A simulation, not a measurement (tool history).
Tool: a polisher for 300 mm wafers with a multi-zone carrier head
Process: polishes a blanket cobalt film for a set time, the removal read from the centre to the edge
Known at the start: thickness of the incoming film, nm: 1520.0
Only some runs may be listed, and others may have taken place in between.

run,day,flow of slurry (ml/min),pressure of the head's centre zone,pressure of the head's middle zone,pressure of the head's edge zone,polishing time (s),film removed at the wafer's centre (Å),film removed at mid-radius (Å),film removed at the wafer's edge (Å)
1,0.000,255,1.00,1.00,1.00,45,1579.4,1559.4,1579.9
2,0.346,255,1.06,1.00,1.00,45,1644.8,1603.4,1572.4
3,0.612,265,1.05,0.99,1.05,49,1804.0,1728.5,1790.1
4,0.917,295,1.05,0.99,1.05,49,1844.4,1734.8,1833.6
5,1.262,315,1.05,1.01,1.09,51,1924.5,1865.8,1897.0
6,1.633,305,1.03,1.00,1.10,54,1976.5,1951.6,2037.0

Run 7 comes next. What will it give?
7,1.675,310,1.03,0.99,1.12,56,?,?,?

Logged for run 7: film removed at the wafer's centre (Å) 2070.7, film removed at mid-radius (Å) 2033.9, film removed at the wafer's edge (Å) 2113.4.
